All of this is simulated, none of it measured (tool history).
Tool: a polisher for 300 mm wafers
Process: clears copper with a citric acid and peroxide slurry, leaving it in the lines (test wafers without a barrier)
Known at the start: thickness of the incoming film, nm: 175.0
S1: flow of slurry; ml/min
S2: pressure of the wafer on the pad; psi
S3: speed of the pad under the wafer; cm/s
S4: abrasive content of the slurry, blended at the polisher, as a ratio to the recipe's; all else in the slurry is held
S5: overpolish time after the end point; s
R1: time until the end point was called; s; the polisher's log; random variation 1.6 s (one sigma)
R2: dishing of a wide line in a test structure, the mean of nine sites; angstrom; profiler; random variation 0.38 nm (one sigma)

run	day	S1	S2	S3	S4	S5	R1	R2
1	0	275	2.7	100	1	28	87.683	251.35
2	0.075	275	2.7	84	1	28	103.39	224.57
3	0.154	275	2.7	84	1	23	102.5	200.32
4	0.504	275	2.4	84	1	23	111.35	194.98
5	0.571	275	1.8	84	1	23	127.25	174.44
6	0.783	215	1.8	84	1	23	139.79	172.97
7	1.088	210	2	84	1	25	128.42	186.97
8	1.262	205	2.2	84	1	27	119.38	202.97
9	1.417	205	2.3	84	1	29	116.97	215.85
10	1.521	205	2.4	84	1	30	115.25	221.14

Forecast run 11:
11	1.7	205	2.5	84	1	31	?	?

R1: 110.3 s
R2: 224.53 angstrom

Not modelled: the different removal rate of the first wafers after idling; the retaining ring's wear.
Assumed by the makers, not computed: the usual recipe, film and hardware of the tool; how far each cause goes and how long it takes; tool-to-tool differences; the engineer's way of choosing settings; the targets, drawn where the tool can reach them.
